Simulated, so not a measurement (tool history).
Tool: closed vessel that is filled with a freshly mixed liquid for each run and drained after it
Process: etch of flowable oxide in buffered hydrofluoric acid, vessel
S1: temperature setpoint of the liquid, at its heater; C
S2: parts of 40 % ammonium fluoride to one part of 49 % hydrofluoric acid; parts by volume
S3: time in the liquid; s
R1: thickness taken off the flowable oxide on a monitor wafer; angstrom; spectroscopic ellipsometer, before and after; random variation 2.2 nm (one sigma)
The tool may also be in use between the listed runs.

run,hour,S1,S2,S3,R1
1,0.0,25.0,10.0,100,2600.1
2,8.9,25.0,10.0,100,2576.9
3,17.3,25.0,11.0,100,2372.0
4,26.0,25.0,11.0,105,2495.7
5,33.7,25.0,8.5,105,3107.2
6,39.8,22.5,8.5,105,2720.9
7,44.4,24.5,8.5,105,3003.3
8,45.6,26.0,8.5,105,3250.2
9,48.5,27.0,8.5,105,3454.8

Run 10 comes next. What will it give?
10,54.7,27.5,8.5,105,?

Run 10 gave R1 3545.2 angstrom.
